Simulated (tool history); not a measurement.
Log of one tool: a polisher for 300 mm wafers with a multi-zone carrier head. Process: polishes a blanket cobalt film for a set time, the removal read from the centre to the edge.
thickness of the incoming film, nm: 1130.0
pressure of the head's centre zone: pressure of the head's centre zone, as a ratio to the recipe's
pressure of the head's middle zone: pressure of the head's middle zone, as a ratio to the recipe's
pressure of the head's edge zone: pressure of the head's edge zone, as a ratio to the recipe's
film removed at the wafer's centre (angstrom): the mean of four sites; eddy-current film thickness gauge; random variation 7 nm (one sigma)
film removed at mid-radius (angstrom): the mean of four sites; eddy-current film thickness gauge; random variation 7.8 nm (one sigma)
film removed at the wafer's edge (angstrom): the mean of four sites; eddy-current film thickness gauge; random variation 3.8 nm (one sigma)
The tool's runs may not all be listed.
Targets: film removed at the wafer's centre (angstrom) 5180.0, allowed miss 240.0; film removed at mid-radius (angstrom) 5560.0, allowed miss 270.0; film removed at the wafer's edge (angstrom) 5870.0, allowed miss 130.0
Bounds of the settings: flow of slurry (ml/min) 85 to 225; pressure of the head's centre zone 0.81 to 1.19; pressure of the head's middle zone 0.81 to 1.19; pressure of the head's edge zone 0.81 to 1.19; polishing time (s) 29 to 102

run,day,flow of slurry (ml/min),pressure of the head's centre zone,pressure of the head's middle zone,pressure of the head's edge zone,polishing time (s),film removed at the wafer's centre (angstrom),film removed at mid-radius (angstrom),film removed at the wafer's edge (angstrom)
1,0.000,145,1.00,1.00,1.00,65,4351.3,4444.2,4459.7
2,0.088,145,1.00,1.00,1.08,65,4369.7,4538.7,4607.9
3,0.279,145,1.00,1.07,1.08,65,4373.8,4723.8,4597.0
4,0.342,155,0.99,1.05,1.10,67,4579.8,4905.4,4855.9
5,0.475,165,0.98,1.04,1.12,68,4713.7,5022.5,4971.8
6,0.546,165,0.98,1.04,1.12,75,5103.7,5457.1,5608.2
7,0.617,165,0.98,1.04,1.13,75,5215.2,5323.4,5487.2
8,0.704,170,0.96,1.04,1.14,76,5082.3,5409.5,5720.4

5 next moves are on the table. One of them brings every result within its allowed miss. Which?
A,0.792,180,0.92,1.17,1.14,74,?,?,?
B,0.792,210,0.95,1.00,1.15,71,?,?,?
C,0.792,135,0.96,1.02,1.16,80,?,?,?
D,0.792,140,1.01,1.07,1.15,76,?,?,?
E,0.792,180,0.95,1.05,1.13,75,?,?,?

move,film removed at the wafer's centre (angstrom),film removed at mid-radius (angstrom),film removed at the wafer's edge (angstrom)
A,4922.9,5906.3,5523.0
B,5003.0,5072.5,5427.4
C,5209.7,5368.6,5796.5
D,5258.9,5353.5,5510.9
E,5149.1,5454.9,5582.4
A: further off than the last run
B: further off than the last run
C: meets every target
D: further off than the last run
E: further off than the last run
Move C is the one to make.

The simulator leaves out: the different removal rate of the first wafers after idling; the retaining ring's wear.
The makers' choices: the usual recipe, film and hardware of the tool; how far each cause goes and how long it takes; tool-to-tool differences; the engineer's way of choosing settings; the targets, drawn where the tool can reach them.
